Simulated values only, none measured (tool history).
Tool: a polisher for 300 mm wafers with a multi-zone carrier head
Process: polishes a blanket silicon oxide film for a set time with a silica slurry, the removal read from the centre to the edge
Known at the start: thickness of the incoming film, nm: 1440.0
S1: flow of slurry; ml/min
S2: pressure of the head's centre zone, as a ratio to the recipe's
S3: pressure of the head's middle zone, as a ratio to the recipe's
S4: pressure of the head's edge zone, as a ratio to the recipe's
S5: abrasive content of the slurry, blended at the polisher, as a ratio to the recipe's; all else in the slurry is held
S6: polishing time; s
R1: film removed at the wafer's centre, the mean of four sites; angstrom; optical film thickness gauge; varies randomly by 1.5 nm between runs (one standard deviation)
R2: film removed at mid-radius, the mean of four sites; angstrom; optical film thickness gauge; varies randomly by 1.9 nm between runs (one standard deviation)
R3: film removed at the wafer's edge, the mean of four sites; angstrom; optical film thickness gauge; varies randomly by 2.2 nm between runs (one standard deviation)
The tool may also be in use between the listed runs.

run    day   S1    S2    S3    S4    S5  S6      R1      R2      R3
  1  0.000  275  1.00  1.00  1.00  1.00  53  1632.9  1625.3  1622.4
  2  0.158  220  1.00  1.00  1.00  1.00  53  1605.0  1610.2  1586.8
  3  0.417  220  1.00  1.00  1.00  1.00  45  1343.3  1317.7  1363.8
  4  0.662  245  0.99  1.02  1.06  1.15  46  1473.9  1494.7  1530.8
  5  0.750  260  0.97  1.02  1.10  1.25  48  1535.5  1605.7  1677.2
  6  1.088  270  0.97  1.03  1.13  1.35  49  1638.7  1729.1  1805.0
  7  1.146  275  0.97  1.03  1.15  1.40  50  1686.2  1783.2  1843.2
  8  1.371  275  0.96  1.03  1.16  1.45  52  1717.8  1890.0  1996.0

Run 9, settings as shown, results not yet in. Your forecast:
  9  1.679  285  0.97  1.03  1.17  1.45  52   ?   ?   ?

{"run 9": {"R1": 1777.2, "R2": 1870.5, "R3": 1960.4}}
